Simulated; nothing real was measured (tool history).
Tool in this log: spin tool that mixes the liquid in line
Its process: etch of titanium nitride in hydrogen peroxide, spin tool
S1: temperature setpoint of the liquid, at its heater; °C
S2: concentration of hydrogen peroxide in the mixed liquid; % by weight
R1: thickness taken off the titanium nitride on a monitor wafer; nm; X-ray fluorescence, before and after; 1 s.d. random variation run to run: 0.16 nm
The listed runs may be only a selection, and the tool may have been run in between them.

Run 1, day 0: S1 44 °C, S2 20.5 % by weight, time under the liquid (s) 315. Result: R1 8.4679 nm.
Run 2, day 0.067: S1 44 °C, S2 20.5 % by weight, time under the liquid (s) 315. Result: R1 8.6564 nm.
Run 3, day 0.3: S1 44 °C, S2 20.5 % by weight, time under the liquid (s) 315. Result: R1 8.544 nm.
Run 4, day 0.633: S1 44 °C, S2 19 % by weight, time under the liquid (s) 315. Result: R1 8.4652 nm.
Run 5, day 0.946: S1 44 °C, S2 16 % by weight, time under the liquid (s) 315. Result: R1 8.169 nm.
Run 6, day 1.125: S1 48 °C, S2 16 % by weight, time under the liquid (s) 315. Result: R1 10.909 nm.
Run 7, day 1.388: S1 48 °C, S2 16 % by weight, time under the liquid (s) 315. Result: R1 11.153 nm.
Run 8, day 1.454: S1 50.5 °C, S2 16 % by weight, time under the liquid (s) 315. Result: R1 13.22 nm.
Run 9, day 1.629: S1 52 °C, S2 16 % by weight, time under the liquid (s) 315. Result: R1 14.69 nm.
Run 10, day 1.967: S1 52 °C, S2 16 % by weight, time under the liquid (s) 315. Result: R1 14.63 nm.

Predict the results of run 11:
Run 11, day 2.117: S1 53 °C, S2 16 % by weight, time under the liquid (s) 315. Result: R1 ?.

{"run 11": {"R1": 15.58}}
